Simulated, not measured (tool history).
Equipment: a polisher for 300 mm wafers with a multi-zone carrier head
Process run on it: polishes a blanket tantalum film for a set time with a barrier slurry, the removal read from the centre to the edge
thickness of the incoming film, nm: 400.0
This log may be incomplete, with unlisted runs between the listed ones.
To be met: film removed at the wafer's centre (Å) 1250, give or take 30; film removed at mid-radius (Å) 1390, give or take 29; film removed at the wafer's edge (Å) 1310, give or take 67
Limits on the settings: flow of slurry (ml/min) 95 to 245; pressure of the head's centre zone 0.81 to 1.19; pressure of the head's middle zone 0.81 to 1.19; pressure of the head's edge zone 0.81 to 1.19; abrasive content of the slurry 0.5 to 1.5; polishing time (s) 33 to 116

run,day,flow of slurry (ml/min),pressure of the head's centre zone,pressure of the head's middle zone,pressure of the head's edge zone,abrasive content of the slurry,polishing time (s),film removed at the wafer's centre (Å),film removed at mid-radius (Å),film removed at the wafer's edge (Å)
1,0,155,1,1,1,1,74,926.01,937.28,928.51
2,0.125,155,0.96,1,1,1,74,876.36,942.11,920.98
3,0.179,140,0.96,1,1,1,74,865.12,924.73,922.7
4,0.204,145,0.98,1.03,1.04,1.1,76,935.42,1010.9,999.03
5,0.267,145,0.98,0.98,1.04,1.1,76,935.81,963.35,995.82
6,0.504,155,1,1.02,1.07,1.2,77,999.1,1045.7,1052.6
7,0.804,160,1.01,1.05,1.09,1.25,78,1036.3,1104.5,1095.9
8,1.138,170,1.02,1.07,1.11,1.3,79,1092.2,1146.3,1128.2
9,1.267,175,1.02,1.09,1.12,1.35,80,1112.7,1204.2,1154.9
10,1.442,175,1.02,1.09,1.12,1.35,80,1116.5,1197.7,1110.4
11,1.729,220,0.99,1.11,1.19,1.5,84,1196.1,1346.6,1262.1
12,1.938,220,0.99,1.11,1.19,1.5,85,1210.7,1364.4,1306.5

5 candidate next runs follow, results not yet known. Just one meets every target within its allowed miss. Identify it.
A,2.146,235,0.94,1,1.18,1.5,98,?,?,?
B,2.146,220,1.04,1.1,1.14,1.5,87,?,?,?
C,2.146,230,0.89,1.01,1.19,1.5,97,?,?,?
D,2.146,120,1.04,1.15,1.17,1.5,93,?,?,?
E,2.146,205,1.07,1.13,1.19,1.35,87,?,?,?

move,film removed at the wafer's centre (Å),film removed at mid-radius (Å),film removed at the wafer's edge (Å)
A,1333.2,1438.7,1530.7
B,1299.6,1373,1335.3
C,1245.3,1432.6,1515.7
D,1238.9,1377,1335.4
E,1294.8,1361.3,1312.9
A: the result that was furthest off in the last run now lies on the other side of its target
B: the result that was furthest off in the last run now lies on the other side of its target
C: the furthest-off result lands on target, but another misses its tolerance
D: all results in spec
E: the result that was furthest off in the last run now lies on the other side of its target
D meets every target.
